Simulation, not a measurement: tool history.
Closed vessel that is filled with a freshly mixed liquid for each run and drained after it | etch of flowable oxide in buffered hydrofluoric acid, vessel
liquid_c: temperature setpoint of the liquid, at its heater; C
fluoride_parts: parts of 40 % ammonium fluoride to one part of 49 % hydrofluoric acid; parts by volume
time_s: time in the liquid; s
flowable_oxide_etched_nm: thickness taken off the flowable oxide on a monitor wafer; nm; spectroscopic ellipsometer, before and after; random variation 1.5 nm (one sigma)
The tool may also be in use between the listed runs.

{"run": 1, "hour": 0.0, "liquid_c": 23, "fluoride_parts": 12, "time_s": 105, "flowable_oxide_etched_nm": 247.25}
{"run": 2, "hour": 4.2, "liquid_c": 23, "fluoride_parts": 10, "time_s": 105, "flowable_oxide_etched_nm": 295.93}
{"run": 3, "hour": 9.2, "liquid_c": 23, "fluoride_parts": 11.5, "time_s": 105, "flowable_oxide_etched_nm": 254.47}
{"run": 4, "hour": 13.3, "liquid_c": 23, "fluoride_parts": 11.5, "time_s": 105, "flowable_oxide_etched_nm": 259.08}
{"run": 5, "hour": 18.3, "liquid_c": 22.5, "fluoride_parts": 11.5, "time_s": 105, "flowable_oxide_etched_nm": 251.16}
{"run": 6, "hour": 27.0, "liquid_c": 22, "fluoride_parts": 11.5, "time_s": 105, "flowable_oxide_etched_nm": 244.15}

Run 7 comes next. What will it give?
{"run": 7, "hour": 32.6, "liquid_c": 21.5, "fluoride_parts": 11.5, "time_s": 105, "flowable_oxide_etched_nm": "?"}

flowable_oxide_etched_nm: 236.83 nm

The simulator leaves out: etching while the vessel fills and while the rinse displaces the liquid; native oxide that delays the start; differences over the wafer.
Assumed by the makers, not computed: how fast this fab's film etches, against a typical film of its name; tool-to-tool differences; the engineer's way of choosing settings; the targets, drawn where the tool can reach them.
